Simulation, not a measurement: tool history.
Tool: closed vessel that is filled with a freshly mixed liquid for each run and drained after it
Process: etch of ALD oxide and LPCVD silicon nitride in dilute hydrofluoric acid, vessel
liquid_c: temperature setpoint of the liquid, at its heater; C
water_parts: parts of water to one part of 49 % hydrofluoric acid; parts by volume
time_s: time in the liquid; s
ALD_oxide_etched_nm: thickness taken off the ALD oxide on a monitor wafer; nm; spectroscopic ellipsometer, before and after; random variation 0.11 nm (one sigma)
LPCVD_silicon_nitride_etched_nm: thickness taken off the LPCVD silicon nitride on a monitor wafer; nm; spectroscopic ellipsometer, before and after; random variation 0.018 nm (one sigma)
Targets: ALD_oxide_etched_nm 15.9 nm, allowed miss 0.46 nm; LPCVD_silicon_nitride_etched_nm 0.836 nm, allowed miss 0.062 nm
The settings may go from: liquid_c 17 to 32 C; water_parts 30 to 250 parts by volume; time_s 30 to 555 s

| run | hour | liquid_c | water_parts | time_s | ALD_oxide_etched_nm | LPCVD_silicon_nitride_etched_nm |
|---|---|---|---|---|---|---|
| 1 | 0 | 24 | 140 | 285 | 20.485 | 1.1361 |
| 2 | 5 | 23.5 | 145 | 285 | 19.347 | 1.0583 |
| 3 | 14 | 23 | 150 | 285 | 18.28 | 0.99206 |
| 4 | 19.5 | 22.5 | 150 | 285 | 17.894 | 0.98883 |
| 5 | 21.1 | 26 | 150 | 285 | 20.689 | 1.1535 |
| 6 | 30.4 | 26 | 170 | 285 | 17.51 | 1.0933 |
| 7 | 34 | 25 | 165 | 280 | 17.348 | 1.0162 |
| 8 | 38.3 | 24.5 | 165 | 275 | 16.64 | 0.9078 |

Which of these 5 next moves meets every target?
| A | 42.6 | 20.5 | 115 | 225 | ? | ? |
| B | 42.6 | 26.5 | 250 | 380 | ? | ? |
| C | 42.6 | 27 | 140 | 220 | ? | ? |
| D | 42.6 | 27.5 | 185 | 270 | ? | ? |
| E | 42.6 | 20 | 225 | 455 | ? | ? |

| move | ALD_oxide_etched_nm | LPCVD_silicon_nitride_etched_nm |
|---|---|---|
| A | 17.658 | 0.83901 |
| B | 14.844 | 0.96653 |
| C | 17.738 | 1.0324 |
| D | 15.888 | 0.98823 |
| E | 15.989 | 0.85356 |
A: further off than the last run
B: takes the result that was furthest off past its target
C: further off than the last run
D: brings the result that was furthest off to its target, and leaves another outside
E: meets every target
Answer: E
